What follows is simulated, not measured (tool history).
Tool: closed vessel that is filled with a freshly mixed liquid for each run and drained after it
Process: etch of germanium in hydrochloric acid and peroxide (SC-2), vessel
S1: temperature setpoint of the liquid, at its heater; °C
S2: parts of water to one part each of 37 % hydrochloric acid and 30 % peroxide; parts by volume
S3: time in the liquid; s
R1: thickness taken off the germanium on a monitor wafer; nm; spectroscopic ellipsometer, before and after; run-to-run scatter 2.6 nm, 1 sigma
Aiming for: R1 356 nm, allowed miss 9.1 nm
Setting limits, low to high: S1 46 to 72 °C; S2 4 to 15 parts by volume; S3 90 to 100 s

{"run": 1, "day": 0.0, "S1": 62, "S2": 8.5, "S3": 90, "R1": 456.58}
{"run": 2, "day": 0.242, "S1": 62, "S2": 8.5, "S3": 100, "R1": 505.57}
{"run": 3, "day": 0.45, "S1": 67.5, "S2": 8.5, "S3": 100, "R1": 584.33}
{"run": 4, "day": 0.804, "S1": 72, "S2": 8.5, "S3": 100, "R1": 661.32}
{"run": 5, "day": 0.996, "S1": 72, "S2": 8.5, "S3": 100, "R1": 661.46}
{"run": 6, "day": 1.154, "S1": 72, "S2": 8.5, "S3": 100, "R1": 668.64}
{"day": 1.462, "done": "thermometer replaced"}
{"run": 7, "day": 1.462, "S1": 69.5, "S2": 8.5, "S3": 100, "R1": 587.63}
{"run": 8, "day": 1.667, "S1": 67, "S2": 8.5, "S3": 100, "R1": 556.93}
{"run": 9, "day": 1.717, "S1": 65, "S2": 8.5, "S3": 100, "R1": 527.87}
{"run": 10, "day": 1.933, "S1": 63.5, "S2": 8.5, "S3": 100, "R1": 497.95}
{"run": 11, "day": 2.012, "S1": 62.5, "S2": 8.5, "S3": 100, "R1": 489.62}
{"run": 12, "day": 2.346, "S1": 61.5, "S2": 8.5, "S3": 100, "R1": 480.39}
{"run": 13, "day": 2.396, "S1": 60.5, "S2": 8.5, "S3": 100, "R1": 461.63}
{"run": 14, "day": 2.5, "S1": 59.5, "S2": 8.5, "S3": 100, "R1": 444.85}

4 next moves are on the table. One of them brings every result within its allowed miss. Which?
{"run": "A", "day": 2.604, "S1": 66.5, "S2": 9.5, "S3": 100, "R1": "?"}
{"run": "B", "day": 2.604, "S1": 58.5, "S2": 15, "S3": 100, "R1": "?"}
{"run": "C", "day": 2.604, "S1": 55.5, "S2": 9, "S3": 90, "R1": "?"}
{"run": "D", "day": 2.604, "S1": 53, "S2": 11, "S3": 90, "R1": "?"}

move=A R1=540.91
move=B R1=403.87
move=C R1=354.56
move=D R1=321.97
A: the biggest miss grows against the last run
B: closes in on the targets versus the last run, not all within tolerance yet
C: all results land within tolerance of their targets
D: pushes the last run's worst result past its target
Go with C: it meets all targets.

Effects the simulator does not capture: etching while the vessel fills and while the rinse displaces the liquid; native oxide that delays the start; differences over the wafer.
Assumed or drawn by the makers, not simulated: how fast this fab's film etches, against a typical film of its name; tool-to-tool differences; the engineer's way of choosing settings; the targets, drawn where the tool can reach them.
